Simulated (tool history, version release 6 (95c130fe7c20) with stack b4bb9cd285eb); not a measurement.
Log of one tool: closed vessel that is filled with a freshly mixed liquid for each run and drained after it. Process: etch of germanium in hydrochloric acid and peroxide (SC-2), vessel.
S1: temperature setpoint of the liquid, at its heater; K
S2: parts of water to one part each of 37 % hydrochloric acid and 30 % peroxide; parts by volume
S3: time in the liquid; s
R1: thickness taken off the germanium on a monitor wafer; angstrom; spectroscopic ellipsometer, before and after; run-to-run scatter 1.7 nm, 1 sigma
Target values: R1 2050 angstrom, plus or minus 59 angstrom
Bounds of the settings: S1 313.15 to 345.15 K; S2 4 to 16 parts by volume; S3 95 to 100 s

run	day	S1	S2	S3	R1
1	0	329.15	9	95	2577.2
2	0.296	333.65	9	95	2947.3
3	0.629	333.65	11	95	2906.7
4	0.95	333.65	11	95	2886.8
5	1.104	328.15	11	95	2492.3
6	1.142	327.15	11	95	2387.8
7	1.4	326.15	11	95	2340.6
8	1.462	325.65	11	95	2247
# day 1.629: thermometer replaced
9	1.629	325.15	11	95	2212.5
10	1.804	324.65	11	95	2110.6

Exactly one of the 4 candidate moves below puts every result within its allowed miss. Which one?
A	1.979	325.65	12.5	95	?
B	1.979	324.65	8	95	?
C	1.979	324.65	15	100	?
D	1.979	323.65	11.5	95	?

move	R1
A	2179.6
B	2207.3
C	2168.8
D	2069.9
A: lands further from the targets than the last run did
B: lands further from the targets than the last run did
C: lands further from the targets than the last run did
D: all results in spec
Go with D: it meets all targets.
